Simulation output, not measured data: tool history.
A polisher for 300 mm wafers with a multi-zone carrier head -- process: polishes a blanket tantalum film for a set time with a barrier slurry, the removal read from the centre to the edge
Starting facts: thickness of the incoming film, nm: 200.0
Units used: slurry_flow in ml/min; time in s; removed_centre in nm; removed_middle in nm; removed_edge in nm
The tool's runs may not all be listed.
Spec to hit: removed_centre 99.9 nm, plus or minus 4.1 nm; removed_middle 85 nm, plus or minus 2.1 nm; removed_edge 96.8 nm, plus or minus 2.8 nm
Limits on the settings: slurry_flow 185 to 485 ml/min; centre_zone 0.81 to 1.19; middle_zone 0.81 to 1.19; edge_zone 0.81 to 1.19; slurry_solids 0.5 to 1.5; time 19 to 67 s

run  hour  slurry_flow  centre_zone  middle_zone  edge_zone  slurry_solids  time  removed_centre  removed_middle  removed_edge
  1     0          310            1            1          1              1    43          79.085          75.506         75.12
  2   7.2          315         1.01         0.99       1.03            1.1    43          80.103          77.179        78.419
  3   9.4          315         1.09         0.99       1.03            1.1    43          88.176          76.336        78.426
  4  10.1          315         1.09         1.05       1.03            1.1    43          87.786          79.944        78.641
  5  14.3          315         1.09         1.05       0.96            1.1    43          87.315           80.12        77.256
  6  18.5          315         1.09         1.09       0.96            1.1    43          88.984          81.909        75.694
  7  19.6          315         1.09         1.09       0.96            1.1    43           89.78          82.218        76.346
  8  27.6          315         1.09         1.09       0.96            1.1    43          86.608          82.069        74.777
  9  35.7          320         1.09         1.07       0.99           1.15    43          89.046          83.176        78.433
 10  36.2          325          1.1         1.04       1.02            1.2    43          90.963          81.449        78.564
 11  42.9          310         1.09         1.01       1.04           1.25    44          90.343          81.785        83.379
 12  43.6          310         1.09         1.01       1.04           1.25    44          91.632          82.132        81.946
 13  50.5          310         1.09         0.99       1.06            1.3    45          96.616          82.718        86.658
 14  57.9          305         1.08         0.98       1.08           1.35    45          93.974          82.879        87.344
 15  63.7          310         1.08         0.97        1.1           1.35    45          95.825          82.079        88.293
 16  66.3          310         1.08         0.97        1.1           1.35    45          95.153          82.372         88.73
 17  72.7          315         1.08         0.97       1.11           1.35    45          93.704          82.987         89.08

4 next moves are on the table. One of them brings every result within its allowed miss. Which?
  A  79.1          185         1.07         1.02        1.1            1.5    44               ?               ?             ?
  B  79.1          430         1.03         0.96       1.17            1.2    44               ?               ?             ?
  C  79.1          320         1.11         1.04       1.06           1.25    44               ?               ?             ?
  D  79.1          395         1.07         0.91       1.15           1.15    49               ?               ?             ?

move  removed_centre  removed_middle  removed_edge
   A          87.097          80.157        82.845
   B          89.187          80.825        87.969
   C          94.483           84.24        82.747
   D          101.54          85.363        95.803
A: the biggest miss grows against the last run
B: the biggest miss grows against the last run
C: the biggest miss grows against the last run
D: in spec on every target
Move D is the one to make.

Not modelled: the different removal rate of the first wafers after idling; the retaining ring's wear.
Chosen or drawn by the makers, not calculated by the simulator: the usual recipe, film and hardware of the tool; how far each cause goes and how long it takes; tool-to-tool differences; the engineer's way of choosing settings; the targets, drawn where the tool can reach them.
